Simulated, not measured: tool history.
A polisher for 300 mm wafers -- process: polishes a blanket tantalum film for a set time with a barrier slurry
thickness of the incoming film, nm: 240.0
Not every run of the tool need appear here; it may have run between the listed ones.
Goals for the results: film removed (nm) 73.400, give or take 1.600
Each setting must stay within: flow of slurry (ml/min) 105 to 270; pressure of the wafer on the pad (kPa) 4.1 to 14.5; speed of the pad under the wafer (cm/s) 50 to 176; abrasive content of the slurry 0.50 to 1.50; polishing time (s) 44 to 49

run,hour,flow of slurry (ml/min),pressure of the wafer on the pad (kPa),speed of the pad under the wafer (cm/s),abrasive content of the slurry,polishing time (s),film removed (nm)
1,0.0,175,9.0,112,1.00,49,57.737
2,2.8,175,9.0,112,0.90,49,56.014
3,8.7,145,9.0,112,0.90,49,54.879
4,12.4,145,9.0,126,0.90,49,59.931
5,17.4,155,9.0,126,0.90,49,61.900
6,25.6,165,9.0,126,0.90,49,62.045
7,29.2,175,9.0,126,0.90,49,62.533
8,37.1,180,9.0,126,0.90,49,62.787
9,39.0,180,9.0,126,0.90,49,62.048
10,47.1,185,9.7,126,0.90,49,65.588
11,51.3,190,10.3,126,0.90,49,70.549
12,53.4,195,10.3,126,0.90,49,70.765
13,58.3,215,10.3,126,0.90,49,71.235
14,60.5,215,10.3,126,0.90,49,70.944

5 next moves are on the table. One of them brings every result within its allowed miss. Which?
A,62.7,220,11.7,116,0.85,46,?
B,62.7,190,8.3,148,1.15,46,?
C,62.7,225,12.4,102,1.20,47,?
D,62.7,195,9.0,150,0.90,49,?
E,62.7,240,11.0,132,0.85,49,?

move,film removed (nm)
A,67.005
B,68.878
C,70.704
D,73.692
E,77.155
A: the biggest miss grows against the last run
B: the biggest miss grows against the last run
C: the biggest miss grows against the last run
D: each result inside its tolerance
E: moves the result that the last run missed by most past its target, out the other side
The move that meets every target is D.
